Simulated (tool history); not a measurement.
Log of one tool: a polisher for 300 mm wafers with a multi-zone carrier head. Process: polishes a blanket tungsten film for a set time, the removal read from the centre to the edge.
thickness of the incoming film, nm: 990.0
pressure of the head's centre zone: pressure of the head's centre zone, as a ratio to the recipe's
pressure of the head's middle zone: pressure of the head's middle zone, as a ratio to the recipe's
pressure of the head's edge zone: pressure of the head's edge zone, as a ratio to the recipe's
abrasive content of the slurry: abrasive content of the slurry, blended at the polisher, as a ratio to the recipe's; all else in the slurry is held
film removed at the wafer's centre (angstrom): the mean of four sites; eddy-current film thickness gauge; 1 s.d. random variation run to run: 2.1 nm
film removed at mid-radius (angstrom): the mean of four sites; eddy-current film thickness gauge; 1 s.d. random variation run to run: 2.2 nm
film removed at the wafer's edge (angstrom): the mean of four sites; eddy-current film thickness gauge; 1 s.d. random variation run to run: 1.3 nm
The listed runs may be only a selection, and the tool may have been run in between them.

| run | hour | flow of slurry (ml/min) | pressure of the head's centre zone | pressure of the head's middle zone | pressure of the head's edge zone | abrasive content of the slurry | polishing time (s) | film removed at the wafer's centre (angstrom) | film removed at mid-radius (angstrom) | film removed at the wafer's edge (angstrom) |
|---|---|---|---|---|---|---|---|---|---|---|
| 1 | 0.0 | 205 | 1.00 | 1.00 | 1.00 | 1.00 | 71 | 2130.3 | 2062.6 | 2112.9 |
| 2 | 6.4 | 200 | 0.96 | 1.00 | 0.99 | 1.00 | 71 | 1993.6 | 2064.0 | 2106.8 |
| 3 | 12.7 | 195 | 0.94 | 1.00 | 0.98 | 1.00 | 71 | 1956.8 | 2052.9 | 2071.6 |
| 4 | 20.3 | 195 | 0.94 | 0.91 | 0.98 | 1.00 | 71 | 2000.9 | 1933.7 | 2091.1 |
| 5 | 29.1 | 195 | 0.94 | 0.88 | 0.98 | 1.00 | 71 | 1948.4 | 1880.6 | 2099.5 |
| 6 | 36.9 | 190 | 0.91 | 0.89 | 0.97 | 1.00 | 71 | 1907.1 | 1865.3 | 2092.2 |
| 7 | 40.4 | 185 | 0.89 | 0.92 | 0.96 | 1.00 | 71 | 1866.4 | 1924.8 | 2064.1 |
| 8 | 41.1 | 185 | 0.89 | 0.92 | 0.96 | 1.00 | 71 | 1823.4 | 1899.3 | 2048.1 |
| 9 | 44.0 | 180 | 0.88 | 0.93 | 0.95 | 1.00 | 71 | 1866.4 | 1943.8 | 2025.7 |
| 10 | 47.7 | 180 | 0.87 | 0.94 | 0.96 | 0.95 | 71 | 1770.8 | 1924.4 | 2038.8 |
| 11 | 52.6 | 180 | 0.87 | 0.94 | 0.96 | 0.95 | 71 | 1795.6 | 1909.9 | 2006.2 |

Run 12 comes next. What will it give?
| 12 | 56.8 | 180 | 0.86 | 0.95 | 0.97 | 0.95 | 71 | ? | ? | ? |

Run 12 measured film removed at the wafer's centre (angstrom) 1743.2, film removed at mid-radius (angstrom) 1915.1, film removed at the wafer's edge (angstrom) 2047.1.
